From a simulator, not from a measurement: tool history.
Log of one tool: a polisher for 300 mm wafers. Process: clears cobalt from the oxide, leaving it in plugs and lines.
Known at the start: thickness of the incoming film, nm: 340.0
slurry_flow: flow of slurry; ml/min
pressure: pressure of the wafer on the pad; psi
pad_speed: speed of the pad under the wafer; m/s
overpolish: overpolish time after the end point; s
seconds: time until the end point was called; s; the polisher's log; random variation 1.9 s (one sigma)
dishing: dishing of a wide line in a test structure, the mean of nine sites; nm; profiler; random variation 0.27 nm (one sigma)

{"run": 1, "hour": 0.0, "slurry_flow": 290, "pressure": 1.9, "pad_speed": 0.88, "overpolish": 14, "seconds": 108.37, "dishing": 29.624}
{"run": 2, "hour": 2.5, "slurry_flow": 290, "pressure": 1.8, "pad_speed": 0.88, "overpolish": 11, "seconds": 117.39, "dishing": 24.344}
{"run": 3, "hour": 8.4, "slurry_flow": 290, "pressure": 1.7, "pad_speed": 0.88, "overpolish": 9, "seconds": 125.59, "dishing": 20.074}
{"run": 4, "hour": 14.6, "slurry_flow": 290, "pressure": 1.3, "pad_speed": 0.88, "overpolish": 9, "seconds": 163.32, "dishing": 15.62}
{"run": 5, "hour": 16.5, "slurry_flow": 290, "pressure": 1.4, "pad_speed": 0.88, "overpolish": 8, "seconds": 145.47, "dishing": 15.185}
{"run": 6, "hour": 17.9, "slurry_flow": 290, "pressure": 0.9, "pad_speed": 0.88, "overpolish": 8, "seconds": 234.42, "dishing": 10.203}
{"run": 7, "hour": 25.8, "slurry_flow": 290, "pressure": 1.1, "pad_speed": 0.88, "overpolish": 8, "seconds": 185.78, "dishing": 12.578}
{"run": 8, "hour": 26.8, "slurry_flow": 290, "pressure": 1.2, "pad_speed": 0.88, "overpolish": 8, "seconds": 175.85, "dishing": 12.953}
{"run": 9, "hour": 33.8, "slurry_flow": 290, "pressure": 1.3, "pad_speed": 0.88, "overpolish": 8, "seconds": 163.5, "dishing": 14.194}
{"run": 10, "hour": 39.9, "slurry_flow": 290, "pressure": 1.4, "pad_speed": 0.88, "overpolish": 8, "seconds": 152.14, "dishing": 15.013}
{"run": 11, "hour": 42.2, "slurry_flow": 290, "pressure": 1.5, "pad_speed": 0.88, "overpolish": 8, "seconds": 144.93, "dishing": 15.932}

Forecast run 12:
{"hour": 45.1, "done": "worn pad replaced by a new one"}
{"run": 12, "hour": 45.1, "slurry_flow": 290, "pressure": 1.5, "pad_speed": 0.88, "overpolish": 8, "seconds": "?", "dishing": "?"}

{"run 12": {"seconds": 126.88, "dishing": 18.241}}
